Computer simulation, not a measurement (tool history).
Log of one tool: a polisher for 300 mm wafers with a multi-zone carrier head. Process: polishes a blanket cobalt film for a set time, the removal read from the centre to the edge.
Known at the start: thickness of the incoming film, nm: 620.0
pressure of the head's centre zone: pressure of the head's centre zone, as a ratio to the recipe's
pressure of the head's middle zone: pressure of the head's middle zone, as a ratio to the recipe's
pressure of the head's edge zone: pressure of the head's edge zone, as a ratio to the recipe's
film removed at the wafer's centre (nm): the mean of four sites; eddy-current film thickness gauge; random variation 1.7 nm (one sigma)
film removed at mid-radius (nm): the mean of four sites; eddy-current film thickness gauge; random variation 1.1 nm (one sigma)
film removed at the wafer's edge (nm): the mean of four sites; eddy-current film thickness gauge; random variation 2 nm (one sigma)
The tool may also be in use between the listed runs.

run  hour  flow of slurry (ml/min)  pressure of the head's centre zone  pressure of the head's middle zone  pressure of the head's edge zone  polishing time (s)  film removed at the wafer's centre (nm)  film removed at mid-radius (nm)  film removed at the wafer's edge (nm)
  1     0                      255                                   1                                   1                                 1                  53                                   192.97                           199.92                                 199.96
  2   2.2                      255                                   1                                   1                              0.93                  53                                   195.98                           198.21                                 192.82
  3   3.6                      240                                0.99                                0.96                              0.91                  53                                   190.71                           189.87                                 187.63
  4   8.9                      240                                0.99                                1.02                              0.91                  53                                   192.12                           199.08                                 190.03
  5  17.9                      225                                0.99                                0.96                              0.91                  53                                   190.18                           188.42                                  188.3
  6  26.6                      175                                0.99                                0.96                              0.91                  53                                   178.02                           181.41                                 181.76

The next listed run, before its measurement:
  7  33.5                      170                                   1                                0.93                              0.92                  53                                        ?                                ?                                      ?

{"run 7": {"film removed at the wafer's centre (nm)": 180.16, "film removed at mid-radius (nm)": 175.33, "film removed at the wafer's edge (nm)": 183.43}}

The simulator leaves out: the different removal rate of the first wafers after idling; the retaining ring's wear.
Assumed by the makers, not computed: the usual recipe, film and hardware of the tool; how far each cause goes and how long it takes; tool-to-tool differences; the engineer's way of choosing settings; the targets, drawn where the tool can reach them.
